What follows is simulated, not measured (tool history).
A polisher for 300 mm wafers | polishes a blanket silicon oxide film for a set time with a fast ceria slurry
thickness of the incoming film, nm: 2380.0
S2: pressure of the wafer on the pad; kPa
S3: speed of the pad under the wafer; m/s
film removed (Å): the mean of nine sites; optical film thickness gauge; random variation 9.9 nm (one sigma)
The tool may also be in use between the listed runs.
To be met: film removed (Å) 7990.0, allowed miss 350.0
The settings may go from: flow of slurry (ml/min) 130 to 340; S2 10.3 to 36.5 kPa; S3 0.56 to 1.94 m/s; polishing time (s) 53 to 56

{"run": 1, "day": 0.0, "flow of slurry (ml/min)": 220, "S2": 23.4, "S3": 1.24, "polishing time (s)": 53, "film removed (Å)": 12670.0}
{"run": 2, "day": 0.221, "flow of slurry (ml/min)": 220, "S2": 23.4, "S3": 1.34, "polishing time (s)": 53, "film removed (Å)": 13299.0}
{"run": 3, "day": 0.412, "flow of slurry (ml/min)": 220, "S2": 20.7, "S3": 1.32, "polishing time (s)": 53, "film removed (Å)": 12359.0}
{"run": 4, "day": 0.521, "flow of slurry (ml/min)": 220, "S2": 17.9, "S3": 1.28, "polishing time (s)": 53, "film removed (Å)": 10814.0}
{"run": 5, "day": 0.833, "flow of slurry (ml/min)": 220, "S2": 17.9, "S3": 1.28, "polishing time (s)": 53, "film removed (Å)": 10695.0}
{"run": 6, "day": 0.962, "flow of slurry (ml/min)": 220, "S2": 15.9, "S3": 1.26, "polishing time (s)": 53, "film removed (Å)": 9410.6}
{"run": 7, "day": 1.154, "flow of slurry (ml/min)": 220, "S2": 15.2, "S3": 1.26, "polishing time (s)": 53, "film removed (Å)": 9210.8}
{"run": 8, "day": 1.238, "flow of slurry (ml/min)": 220, "S2": 14.5, "S3": 1.26, "polishing time (s)": 53, "film removed (Å)": 8852.5}
{"run": 9, "day": 1.333, "flow of slurry (ml/min)": 220, "S2": 13.8, "S3": 1.26, "polishing time (s)": 53, "film removed (Å)": 8650.6}
{"run": 10, "day": 1.633, "flow of slurry (ml/min)": 220, "S2": 13.1, "S3": 1.26, "polishing time (s)": 53, "film removed (Å)": 8187.7}

5 next moves are on the table. One of them brings every result within its allowed miss. Which?
{"run": "A", "day": 1.933, "flow of slurry (ml/min)": 270, "S2": 16.5, "S3": 1.1, "polishing time (s)": 53, "film removed (Å)": "?"}
{"run": "B", "day": 1.933, "flow of slurry (ml/min)": 260, "S2": 13.1, "S3": 1.18, "polishing time (s)": 53, "film removed (Å)": "?"}
{"run": "C", "day": 1.933, "flow of slurry (ml/min)": 225, "S2": 13.1, "S3": 1.26, "polishing time (s)": 55, "film removed (Å)": "?"}
{"run": "D", "day": 1.933, "flow of slurry (ml/min)": 285, "S2": 16.5, "S3": 1.1, "polishing time (s)": 53, "film removed (Å)": "?"}
{"run": "E", "day": 1.933, "flow of slurry (ml/min)": 230, "S2": 11.7, "S3": 1.36, "polishing time (s)": 54, "film removed (Å)": "?"}

move=A film_removed_(Å)=8803.4
move=B film_removed_(Å)=8065.0
move=C film_removed_(Å)=8805.0
move=D film_removed_(Å)=8842.6
move=E film_removed_(Å)=8715.5
A: further off than the last run
B: meets every target
C: further off than the last run
D: further off than the last run
E: further off than the last run
Move B is the one to make.
